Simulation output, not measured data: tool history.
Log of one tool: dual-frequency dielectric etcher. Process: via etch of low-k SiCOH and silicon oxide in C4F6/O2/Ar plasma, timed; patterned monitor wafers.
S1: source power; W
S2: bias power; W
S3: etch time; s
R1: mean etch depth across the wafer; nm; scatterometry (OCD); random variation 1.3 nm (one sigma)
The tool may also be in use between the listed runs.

{"run": 1, "hour": 0.0, "S1": 400, "S2": 193, "S3": 71.5, "R1": 171.99}
{"run": 2, "hour": 8.3, "S1": 400, "S2": 193, "S3": 71.5, "R1": 173.61}
{"run": 3, "hour": 12.8, "S1": 420, "S2": 199, "S3": 72.0, "R1": 178.32}
{"run": 4, "hour": 21.8, "S1": 420, "S2": 182, "S3": 72.0, "R1": 172.27}
{"run": 5, "hour": 22.3, "S1": 420, "S2": 194, "S3": 72.0, "R1": 177.08}
{"run": 6, "hour": 24.6, "S1": 420, "S2": 223, "S3": 72.0, "R1": 187.5}
{"run": 7, "hour": 28.9, "S1": 430, "S2": 227, "S3": 72.0, "R1": 190.34}
{"run": 8, "hour": 36.8, "S1": 440, "S2": 230, "S3": 72.0, "R1": 194.39}
{"run": 9, "hour": 44.2, "S1": 450, "S2": 232, "S3": 72.0, "R1": 193.15}
{"run": 10, "hour": 48.5, "S1": 460, "S2": 236, "S3": 72.0, "R1": 198.44}

The next listed run, before its measurement:
{"run": 11, "hour": 49.9, "S1": 460, "S2": 236, "S3": 72.0, "R1": "?"}

R1: 198.13 nm
